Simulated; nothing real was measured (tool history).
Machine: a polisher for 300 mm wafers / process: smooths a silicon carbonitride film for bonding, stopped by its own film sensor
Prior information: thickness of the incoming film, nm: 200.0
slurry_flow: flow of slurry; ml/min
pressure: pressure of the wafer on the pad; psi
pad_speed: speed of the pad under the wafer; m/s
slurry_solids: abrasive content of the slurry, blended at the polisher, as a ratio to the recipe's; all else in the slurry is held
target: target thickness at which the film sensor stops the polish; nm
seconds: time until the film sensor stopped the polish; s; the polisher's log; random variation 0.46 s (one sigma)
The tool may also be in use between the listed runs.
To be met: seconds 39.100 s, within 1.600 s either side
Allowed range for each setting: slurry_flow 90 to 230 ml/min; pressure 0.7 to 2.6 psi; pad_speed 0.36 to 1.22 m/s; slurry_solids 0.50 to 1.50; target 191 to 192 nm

Run 1, hour 0.0: slurry_flow 150 ml/min, pressure 1.6 psi, pad_speed 0.78 m/s, slurry_solids 1.00, target 191 nm. Result: seconds 48.201 s.
Run 2, hour 4.8: slurry_flow 150 ml/min, pressure 1.6 psi, pad_speed 0.62 m/s, slurry_solids 1.00, target 191 nm. Result: seconds 55.938 s.
Run 3, hour 11.4: slurry_flow 180 ml/min, pressure 1.6 psi, pad_speed 0.62 m/s, slurry_solids 1.00, target 191 nm. Result: seconds 54.399 s.
Run 4, hour 15.4: slurry_flow 180 ml/min, pressure 1.7 psi, pad_speed 0.62 m/s, slurry_solids 1.00, target 191 nm. Result: seconds 50.347 s.
Run 5, hour 21.8: slurry_flow 180 ml/min, pressure 1.8 psi, pad_speed 0.62 m/s, slurry_solids 1.00, target 191 nm. Result: seconds 47.976 s.
Run 6, hour 25.9: slurry_flow 160 ml/min, pressure 1.8 psi, pad_speed 0.62 m/s, slurry_solids 1.00, target 191 nm. Result: seconds 48.192 s.
Run 7, hour 34.5: slurry_flow 160 ml/min, pressure 1.9 psi, pad_speed 0.62 m/s, slurry_solids 1.00, target 191 nm. Result: seconds 45.813 s.
Run 8, hour 41.2: slurry_flow 160 ml/min, pressure 2.0 psi, pad_speed 0.62 m/s, slurry_solids 1.00, target 191 nm. Result: seconds 44.086 s.
Run 9, hour 44.0: slurry_flow 165 ml/min, pressure 2.0 psi, pad_speed 0.62 m/s, slurry_solids 1.00, target 191 nm. Result: seconds 44.043 s.
Run 10, hour 49.5: slurry_flow 165 ml/min, pressure 2.1 psi, pad_speed 0.62 m/s, slurry_solids 1.00, target 191 nm. Result: seconds 41.411 s.

4 candidate next runs follow, results not yet known. Just one meets every target within its allowed miss. Identify it.
Run A, hour 55.0: slurry_flow 175 ml/min, pressure 2.2 psi, pad_speed 0.56 m/s, slurry_solids 0.85, target 191 nm. Result: seconds ?.
Run B, hour 55.0: slurry_flow 185 ml/min, pressure 1.8 psi, pad_speed 0.60 m/s, slurry_solids 1.15, target 191 nm. Result: seconds ?.
Run C, hour 55.0: slurry_flow 95 ml/min, pressure 2.4 psi, pad_speed 0.48 m/s, slurry_solids 1.25, target 192 nm. Result: seconds ?.
Run D, hour 55.0: slurry_flow 170 ml/min, pressure 2.1 psi, pad_speed 0.58 m/s, slurry_solids 1.05, target 191 nm. Result: seconds ?.

move  seconds
   A   46.762
   B   46.716
   C   40.216
   D   43.365
A: further off than the last run
B: further off than the last run
C: each result inside its tolerance
D: further off than the last run
Answer: C
